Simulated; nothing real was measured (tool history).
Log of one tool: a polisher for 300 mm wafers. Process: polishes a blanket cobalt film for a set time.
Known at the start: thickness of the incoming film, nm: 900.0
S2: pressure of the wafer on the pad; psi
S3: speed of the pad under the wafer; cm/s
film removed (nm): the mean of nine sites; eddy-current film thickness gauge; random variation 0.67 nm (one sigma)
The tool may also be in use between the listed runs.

run 1 hour=0.0 | flow_of_slurry_(ml/min)=200 S2=1.4 S3=104 polishing_time_(s)=37 | film_removed_(nm)=136.030
run 2 hour=1.1 | flow_of_slurry_(ml/min)=180 S2=1.4 S3=104 polishing_time_(s)=37 | film_removed_(nm)=133.230
run 3 hour=7.6 | flow_of_slurry_(ml/min)=180 S2=1.3 S3=100 polishing_time_(s)=37 | film_removed_(nm)=120.480
run 4 hour=13.8 | flow_of_slurry_(ml/min)=180 S2=1.1 S3=100 polishing_time_(s)=37 | film_removed_(nm)=113.210
run 5 hour=19.1 | flow_of_slurry_(ml/min)=140 S2=1.1 S3=100 polishing_time_(s)=37 | film_removed_(nm)=105.990
run 6 hour=22.5 | flow_of_slurry_(ml/min)=140 S2=1.0 S3=94 polishing_time_(s)=37 | film_removed_(nm)=96.126

The next listed run, before its measurement:
run 7 hour=26.5 | flow_of_slurry_(ml/min)=140 S2=0.9 S3=90 polishing_time_(s)=37 | film_removed_(nm)=?

film removed (nm): 87.017
